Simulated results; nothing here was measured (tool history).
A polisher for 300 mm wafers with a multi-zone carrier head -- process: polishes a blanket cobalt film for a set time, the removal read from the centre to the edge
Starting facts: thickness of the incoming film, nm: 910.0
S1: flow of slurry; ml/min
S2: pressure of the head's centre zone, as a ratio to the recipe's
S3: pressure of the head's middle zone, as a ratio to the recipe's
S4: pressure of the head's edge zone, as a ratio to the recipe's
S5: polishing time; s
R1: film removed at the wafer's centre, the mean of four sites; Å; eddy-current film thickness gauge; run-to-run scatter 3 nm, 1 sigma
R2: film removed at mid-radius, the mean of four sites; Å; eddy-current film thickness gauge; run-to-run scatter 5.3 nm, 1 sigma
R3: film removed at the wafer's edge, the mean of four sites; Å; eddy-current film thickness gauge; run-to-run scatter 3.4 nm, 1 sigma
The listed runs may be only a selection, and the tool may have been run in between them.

Run 1, hour 0.0: S1 150 ml/min, S2 1.00, S3 1.00, S4 1.00, S5 82 s. Result: R1 3550.6 Å, R2 3530.7 Å, R3 3613.4 Å.
Run 2, hour 8.9: S1 155 ml/min, S2 1.00, S3 1.00, S4 1.03, S5 85 s. Result: R1 3680.2 Å, R2 3601.1 Å, R3 3749.8 Å.
Run 3, hour 17.6: S1 155 ml/min, S2 1.00, S3 1.00, S4 1.05, S5 89 s. Result: R1 3850.7 Å, R2 3848.4 Å, R3 3911.9 Å.
Run 4, hour 18.2: S1 155 ml/min, S2 0.99, S3 0.98, S4 1.06, S5 92 s. Result: R1 3968.2 Å, R2 3903.4 Å, R3 4143.6 Å.
Run 5, hour 21.0: S1 155 ml/min, S2 1.07, S3 0.98, S4 1.06, S5 92 s. Result: R1 4277.8 Å, R2 3855.7 Å, R3 4094.4 Å.
Run 6, hour 23.2: S1 160 ml/min, S2 1.05, S3 0.97, S4 1.08, S5 94 s. Result: R1 4225.4 Å, R2 4025.9 Å, R3 4259.2 Å.
Run 7, hour 27.8: S1 165 ml/min, S2 1.05, S3 0.96, S4 1.10, S5 95 s. Result: R1 4349.9 Å, R2 3993.3 Å, R3 4305.9 Å.
Run 8, hour 33.8: S1 165 ml/min, S2 1.04, S3 0.95, S4 1.11, S5 97 s. Result: R1 4372.1 Å, R2 4086.0 Å, R3 4514.7 Å.
Run 9, hour 35.8: S1 170 ml/min, S2 1.04, S3 0.95, S4 1.12, S5 97 s. Result: R1 4380.2 Å, R2 4069.4 Å, R3 4478.4 Å.

The next listed run, before its measurement:
Run 10, hour 39.0: S1 170 ml/min, S2 1.04, S3 0.95, S4 1.13, S5 98 s. Result: R1 ?, R2 ?, R3 ?.

For run 10 the tool returned R1 4503.9 Å, R2 4080.3 Å, R3 4545.2 Å.
